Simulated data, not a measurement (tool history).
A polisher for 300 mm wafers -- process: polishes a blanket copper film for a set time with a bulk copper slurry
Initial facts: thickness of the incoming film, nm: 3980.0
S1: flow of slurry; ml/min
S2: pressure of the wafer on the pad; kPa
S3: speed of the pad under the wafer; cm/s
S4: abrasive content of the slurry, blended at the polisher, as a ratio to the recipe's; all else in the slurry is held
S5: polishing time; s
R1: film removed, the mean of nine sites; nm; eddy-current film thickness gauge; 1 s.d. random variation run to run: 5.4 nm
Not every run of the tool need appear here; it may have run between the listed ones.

{"run": 1, "day": 0.0, "S1": 285, "S2": 17.9, "S3": 98, "S4": 1.0, "S5": 50, "R1": 430.63}
{"run": 2, "day": 0.083, "S1": 285, "S2": 17.9, "S3": 98, "S4": 1.0, "S5": 50, "R1": 437.96}
{"run": 3, "day": 0.367, "S1": 290, "S2": 20.7, "S3": 98, "S4": 1.0, "S5": 50, "R1": 496.64}
{"run": 4, "day": 0.704, "S1": 290, "S2": 20.7, "S3": 116, "S4": 1.0, "S5": 50, "R1": 580.93}
{"run": 5, "day": 1.012, "S1": 290, "S2": 20.7, "S3": 98, "S4": 1.0, "S5": 50, "R1": 499.02}
{"run": 6, "day": 1.146, "S1": 290, "S2": 22.8, "S3": 98, "S4": 1.0, "S5": 50, "R1": 546.88}
{"run": 7, "day": 1.296, "S1": 290, "S2": 24.1, "S3": 98, "S4": 1.0, "S5": 50, "R1": 577.01}

What will run 8 give?
{"run": 8, "day": 1.667, "S1": 295, "S2": 25.5, "S3": 100, "S4": 1.0, "S5": 50, "R1": "?"}

{"run 8": {"R1": 604.94}}

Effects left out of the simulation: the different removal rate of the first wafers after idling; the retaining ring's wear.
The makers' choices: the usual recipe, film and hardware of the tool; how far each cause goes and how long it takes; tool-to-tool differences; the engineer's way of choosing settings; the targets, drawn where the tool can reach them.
